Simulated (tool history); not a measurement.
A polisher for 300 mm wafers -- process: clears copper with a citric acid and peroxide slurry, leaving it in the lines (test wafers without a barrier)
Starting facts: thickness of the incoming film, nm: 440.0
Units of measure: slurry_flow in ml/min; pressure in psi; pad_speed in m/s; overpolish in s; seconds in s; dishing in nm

run,hour,slurry_flow,pressure,pad_speed,slurry_solids,overpolish,seconds,dishing
1,0,320,3.9,1.18,1,23,128.8,45.217
2,5.2,320,3.7,1.22,1,21,134.5,40.829
3,6.1,320,3.7,1.22,1,14,131.69,29.831
4,12.8,320,3.6,1.26,1,13,129.07,28.072
5,21.5,315,3.4,1.32,0.95,12,135.27,25.998
6,22.6,315,3.3,1.38,0.9,11,137.23,24.563
7,28.1,300,3.1,1.44,0.9,11,132.46,23.653
8,34.1,290,3,1.48,0.85,11,142.35,22.647
9,41.5,380,1.9,1.24,1.1,7,233.72,9.5062
10,47.9,380,1.9,1.24,1.1,7,225.83,9.5183
11,55.6,380,3,1.28,1.1,12,150.27,23.555
12,61.4,360,3,1.3,1.15,11,142.17,22.532
13,63.3,340,2.9,1.32,1.15,11,145.57,21.553
14,70.6,325,2.8,1.34,1.15,11,146.28,21.914

Predict the results of run 15:
15,72.8,415,3.4,1.14,1.4,7,?,?

seconds: 135.5 s
dishing: 16.059 nm
